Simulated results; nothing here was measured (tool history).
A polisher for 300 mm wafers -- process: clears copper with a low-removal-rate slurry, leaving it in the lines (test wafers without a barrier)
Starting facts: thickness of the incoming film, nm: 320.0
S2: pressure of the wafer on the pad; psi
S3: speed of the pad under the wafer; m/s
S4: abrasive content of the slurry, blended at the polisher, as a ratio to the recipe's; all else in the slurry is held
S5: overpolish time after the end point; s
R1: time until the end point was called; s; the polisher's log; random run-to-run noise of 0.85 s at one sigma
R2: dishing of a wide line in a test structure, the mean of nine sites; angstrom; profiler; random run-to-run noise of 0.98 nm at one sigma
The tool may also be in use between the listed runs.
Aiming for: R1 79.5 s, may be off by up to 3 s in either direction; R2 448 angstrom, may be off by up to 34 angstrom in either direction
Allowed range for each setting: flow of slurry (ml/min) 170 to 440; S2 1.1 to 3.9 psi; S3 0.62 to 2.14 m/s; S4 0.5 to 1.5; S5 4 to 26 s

Run 1, hour 0: flow of slurry (ml/min) 280, S2 2.5 psi, S3 1.38 m/s, S4 1, S5 13 s. Result: R1 108.11 s, R2 256.06 angstrom.
Run 2, hour 6.8: flow of slurry (ml/min) 280, S2 2.6 psi, S3 1.38 m/s, S4 1, S5 13 s. Result: R1 104.09 s, R2 270.23 angstrom.
Run 3, hour 13.6: flow of slurry (ml/min) 280, S2 2.6 psi, S3 1.38 m/s, S4 1.1, S5 13 s. Result: R1 100.79 s, R2 274.74 angstrom.
Run 4, hour 19.6: flow of slurry (ml/min) 280, S2 2.6 psi, S3 1.38 m/s, S4 1.25, S5 13 s. Result: R1 99.119 s, R2 282.61 angstrom.
Run 5, hour 26.3: flow of slurry (ml/min) 280, S2 2.7 psi, S3 1.38 m/s, S4 1.25, S5 13 s. Result: R1 95.792 s, R2 277.75 angstrom.
Run 6, hour 27.4: flow of slurry (ml/min) 280, S2 2.7 psi, S3 1.7 m/s, S4 1.25, S5 13 s. Result: R1 78.707 s, R2 349.08 angstrom.
Run 7, hour 32.9: flow of slurry (ml/min) 275, S2 2.7 psi, S3 1.7 m/s, S4 1.25, S5 15 s. Result: R1 78.798 s, R2 388.47 angstrom.
Run 8, hour 40.6: flow of slurry (ml/min) 275, S2 2.7 psi, S3 1.7 m/s, S4 1.25, S5 16 s. Result: R1 77.827 s, R2 397.49 angstrom.

Consider the 5 candidate settings below. Which is the only one whose results all fall within their allowed miss of target?
Run A, hour 48.3: flow of slurry (ml/min) 280, S2 3.3 psi, S3 1.42 m/s, S4 1.1, S5 14 s. Result: R1 ?, R2 ?.
Run B, hour 48.3: flow of slurry (ml/min) 285, S2 2.5 psi, S3 1.72 m/s, S4 1.4, S5 18 s. Result: R1 ?, R2 ?.
Run C, hour 48.3: flow of slurry (ml/min) 280, S2 2.6 psi, S3 1.8 m/s, S4 1.3, S5 14 s. Result: R1 ?, R2 ?.
Run D, hour 48.3: flow of slurry (ml/min) 245, S2 2.6 psi, S3 1.76 m/s, S4 1.05, S5 14 s. Result: R1 ?, R2 ?.
Run E, hour 48.3: flow of slurry (ml/min) 300, S2 2.7 psi, S3 1.76 m/s, S4 1.1, S5 12 s. Result: R1 ?, R2 ?.

move      R1      R2
   A  79.708   364.4
   B  80.188  441.46
   C  75.532  377.55
   D  82.606  349.88
   E  77.192  325.28
A: moves away from the targets compared with the last run
B: in spec on every target
C: moves away from the targets compared with the last run
D: moves away from the targets compared with the last run
E: moves away from the targets compared with the last run
So the answer is move B, the one that meets all the targets.
